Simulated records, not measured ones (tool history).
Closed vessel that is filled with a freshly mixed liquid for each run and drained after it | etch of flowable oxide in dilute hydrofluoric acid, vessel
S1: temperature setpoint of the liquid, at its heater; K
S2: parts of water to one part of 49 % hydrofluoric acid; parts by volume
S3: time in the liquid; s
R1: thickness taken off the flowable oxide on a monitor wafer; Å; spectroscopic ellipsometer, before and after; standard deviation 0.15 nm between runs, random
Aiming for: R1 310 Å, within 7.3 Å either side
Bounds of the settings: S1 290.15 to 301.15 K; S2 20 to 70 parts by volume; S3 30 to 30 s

{"run": 1, "day": 0.0, "S1": 293.15, "S2": 40, "S3": 30, "R1": 173.6}
{"run": 2, "day": 0.321, "S1": 293.15, "S2": 55, "S3": 30, "R1": 124.15}
{"run": 3, "day": 0.492, "S1": 296.15, "S2": 55, "S3": 30, "R1": 140.62}
{"run": 4, "day": 0.596, "S1": 296.15, "S2": 60, "S3": 30, "R1": 129.28}
{"run": 5, "day": 0.829, "S1": 297.65, "S2": 50, "S3": 30, "R1": 166}
{"run": 6, "day": 1.121, "S1": 297.65, "S2": 35, "S3": 30, "R1": 241.13}
{"run": 7, "day": 1.212, "S1": 298.65, "S2": 35, "S3": 30, "R1": 251.22}
{"run": 8, "day": 1.496, "S1": 299.15, "S2": 35, "S3": 30, "R1": 259.2}
{"run": 9, "day": 1.546, "S1": 299.65, "S2": 35, "S3": 30, "R1": 262.87}
{"run": 10, "day": 1.821, "S1": 300.15, "S2": 35, "S3": 30, "R1": 269.41}
{"run": 11, "day": 1.858, "S1": 300.65, "S2": 35, "S3": 30, "R1": 275.12}
{"run": 12, "day": 2.246, "S1": 301.15, "S2": 35, "S3": 30, "R1": 278.68}
{"run": 13, "day": 2.421, "S1": 301.15, "S2": 30, "S3": 30, "R1": 329.72}
{"run": 14, "day": 2.521, "S1": 300.65, "S2": 30, "S3": 30, "R1": 322.9}

Of the 4 settings listed for the next run, only one would bring every result within its allowed miss of target. Which one?
{"run": "A", "day": 2.621, "S1": 298.15, "S2": 30, "S3": 30, "R1": "?"}
{"run": "B", "day": 2.621, "S1": 298.65, "S2": 30, "S3": 30, "R1": "?"}
{"run": "C", "day": 2.621, "S1": 301.15, "S2": 30, "S3": 30, "R1": "?"}
{"run": "D", "day": 2.621, "S1": 299.65, "S2": 30, "S3": 30, "R1": "?"}

move=A R1=291.71
move=B R1=297.82
move=C R1=329.96
move=D R1=310.35
A: the result that was furthest off in the last run now lies on the other side of its target
B: the result that was furthest off in the last run now lies on the other side of its target
C: lands further from the targets than the last run did
D: in spec on every target
Go with D: it meets all targets.
